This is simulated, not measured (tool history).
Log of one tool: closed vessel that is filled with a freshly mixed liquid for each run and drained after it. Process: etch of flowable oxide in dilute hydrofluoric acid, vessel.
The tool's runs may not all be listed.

run  hour  temperature setpoint of the liquid (K)  parts of water to one part of 49 % hydrofluoric acid (parts by volume)  time in the liquid (s)  thickness taken off the flowable oxide on a monitor wafer (angstrom)
  1     0                                  293.15                                                                      40                      30                                                                162.89
  2     8                                  295.15                                                                      35                      30                                                                204.59
  3  16.5                                  295.15                                                                      35                      30                                                                 205.7
  4  21.6                                  298.15                                                                      35                      30                                                                230.28
  5  28.6                                  295.15                                                                      35                      30                                                                204.11
  6  33.1                                  296.65                                                                      35                      30                                                                216.11
  7  33.7                                  297.65                                                                      35                      30                                                                225.86

The next listed run, before its measurement:
  8  38.6                                  298.65                                                                      35                      30                                                                     ?

{"run 8": {"thickness taken off the flowable oxide on a monitor wafer (angstrom)": 236.29}}
